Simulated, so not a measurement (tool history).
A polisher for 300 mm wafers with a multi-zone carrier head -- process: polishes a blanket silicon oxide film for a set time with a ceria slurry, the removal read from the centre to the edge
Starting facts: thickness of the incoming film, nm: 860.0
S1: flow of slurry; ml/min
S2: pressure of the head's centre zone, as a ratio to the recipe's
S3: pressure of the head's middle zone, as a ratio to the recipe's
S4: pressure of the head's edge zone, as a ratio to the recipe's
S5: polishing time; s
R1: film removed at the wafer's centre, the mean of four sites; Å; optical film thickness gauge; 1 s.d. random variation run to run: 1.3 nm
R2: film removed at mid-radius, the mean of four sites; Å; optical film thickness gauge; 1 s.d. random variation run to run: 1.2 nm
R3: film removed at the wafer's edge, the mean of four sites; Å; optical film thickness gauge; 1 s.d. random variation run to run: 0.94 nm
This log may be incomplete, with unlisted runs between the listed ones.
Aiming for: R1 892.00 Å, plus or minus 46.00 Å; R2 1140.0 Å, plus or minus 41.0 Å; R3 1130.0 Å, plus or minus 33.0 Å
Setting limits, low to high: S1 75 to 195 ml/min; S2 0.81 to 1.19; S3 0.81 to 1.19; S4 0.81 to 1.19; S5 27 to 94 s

run	hour	S1	S2	S3	S4	S5	R1	R2	R3
1	0.0	125	1.00	1.00	1.00	60	2275.40	2254.9	2247.9
2	6.5	110	0.94	0.99	0.96	50	1709.40	1783.6	1786.2
3	12.0	110	0.94	0.99	0.96	65	2197.10	2332.5	2276.7
4	20.2	100	0.90	1.00	0.96	54	1752.80	1877.0	1907.8
5	28.0	100	0.90	1.00	0.96	65	1999.50	2263.0	2331.8
6	31.0	100	0.90	1.00	0.96	78	2471.10	2743.3	2737.5
7	35.3	75	0.81	0.92	0.86	61	1579.90	1840.5	1911.7
8	36.5	75	0.81	0.94	0.86	51	1270.70	1592.1	1615.8
9	43.5	75	0.81	0.94	0.86	51	1316.70	1541.0	1602.6
10	47.1	75	0.81	0.98	0.87	44	1148.60	1376.3	1393.6
11	49.9	75	0.81	1.01	0.89	40	1027.50	1294.7	1292.7

Below are 4 possible settings for the next run. Only one of them brings all results inside the allowed miss of their targets. Which is it?
A	52.7	85	0.83	1.11	0.86	45	?	?	?
B	52.7	90	0.83	1.06	0.81	33	?	?	?
C	52.7	85	0.96	0.89	0.87	35	?	?	?
D	52.7	75	0.81	1.01	0.88	35	?	?	?

move	R1	R2	R3
A	1240.30	1605.1	1467.4
B	927.60	1158.0	1060.4
C	1115.70	1066.9	1150.1
D	897.03	1120.1	1124.8
A: misses by more than the last run did
B: moves the result that the last run missed by most past its target, out the other side
C: gets the furthest-off result to its target, but another result is out of tolerance
D: in spec on every target
Answer: D
